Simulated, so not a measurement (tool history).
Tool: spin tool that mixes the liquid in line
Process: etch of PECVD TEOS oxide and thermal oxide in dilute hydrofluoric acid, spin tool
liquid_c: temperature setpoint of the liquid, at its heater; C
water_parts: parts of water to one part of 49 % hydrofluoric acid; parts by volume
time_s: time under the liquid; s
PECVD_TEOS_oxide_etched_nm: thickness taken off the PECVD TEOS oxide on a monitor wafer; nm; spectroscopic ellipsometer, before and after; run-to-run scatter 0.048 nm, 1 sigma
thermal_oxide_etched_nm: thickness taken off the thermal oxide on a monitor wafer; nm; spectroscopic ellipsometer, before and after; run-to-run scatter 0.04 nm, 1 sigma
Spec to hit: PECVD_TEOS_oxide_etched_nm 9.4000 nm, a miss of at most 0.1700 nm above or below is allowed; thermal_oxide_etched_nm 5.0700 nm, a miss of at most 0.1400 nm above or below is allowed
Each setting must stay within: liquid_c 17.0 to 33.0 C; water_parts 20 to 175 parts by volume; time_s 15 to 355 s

run  hour  liquid_c  water_parts  time_s  PECVD_TEOS_oxide_etched_nm  thermal_oxide_etched_nm
  1   0.0      25.0           95     180                     18.5970                  10.0930
  2   4.7      22.5          105     180                     15.0210                   8.0695
  3   8.5      22.5          130     180                     11.7580                   6.3307
  4  13.2      22.5          105     180                     14.9700                   8.0531
  5  18.1      22.5          135     180                     11.2350                   6.0823
     20.8  -- thermometer replaced
  6  20.8      21.0          135     180                     10.0670                   5.4938
  7  22.6      20.5          135     180                      9.9433                   5.3709
  8  23.9      20.0          135     180                      9.7354                   5.1881

Consider the 4 candidate settings below. Which is the only one whose results all fall within their allowed miss of target?
  A  25.2      21.0          140     180                           ?                        ?
  B  25.2      17.0          135     185                           ?                        ?
  C  25.2      17.0          130     180                           ?                        ?
  D  25.2      17.0          115     165                           ?                        ?

move  PECVD_TEOS_oxide_etched_nm  thermal_oxide_etched_nm
   A                      9.7964                   5.2341
   B                      8.9260                   4.7690
   C                      9.0636                   4.8426
   D                      9.5348                   5.0943
A: lands further from the targets than the last run did
B: moves the result that the last run missed by most past its target, out the other side
C: moves the result that the last run missed by most past its target, out the other side
D: every result lands within tolerance
The move that meets every target is D.

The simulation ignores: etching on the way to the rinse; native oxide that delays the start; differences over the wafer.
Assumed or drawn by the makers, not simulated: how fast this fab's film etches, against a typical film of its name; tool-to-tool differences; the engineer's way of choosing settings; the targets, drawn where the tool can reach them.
